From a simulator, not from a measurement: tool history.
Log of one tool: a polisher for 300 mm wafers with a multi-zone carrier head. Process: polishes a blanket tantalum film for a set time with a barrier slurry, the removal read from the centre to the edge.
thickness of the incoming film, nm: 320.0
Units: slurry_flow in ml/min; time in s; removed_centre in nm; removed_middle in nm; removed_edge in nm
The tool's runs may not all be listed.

run  hour  slurry_flow  centre_zone  middle_zone  edge_zone  slurry_solids  time  removed_centre  removed_middle  removed_edge
  1   0.0          215         1.00         1.00       1.00           1.00    48          58.148          60.102        58.488
  2   1.8          240         1.00         1.00       1.00           1.00    48          59.284          59.868        58.837
  3   3.9          285         1.00         1.00       1.00           1.00    48          61.687          61.682        59.979
  4  10.1          275         0.97         0.99       0.97           0.95    48          56.574          60.398        57.653
  5  13.0          275         0.97         1.04       0.97           0.95    48          56.465          61.947        56.982
  6  18.7          270         0.95         1.02       0.95           0.90    48          54.270          60.203        55.823

Forecast run 7:
  7  26.9          265         0.93         1.00       0.93           0.85    48               ?               ?             ?

removed_centre: 52.519 nm
removed_middle: 57.049 nm
removed_edge: 53.782 nm
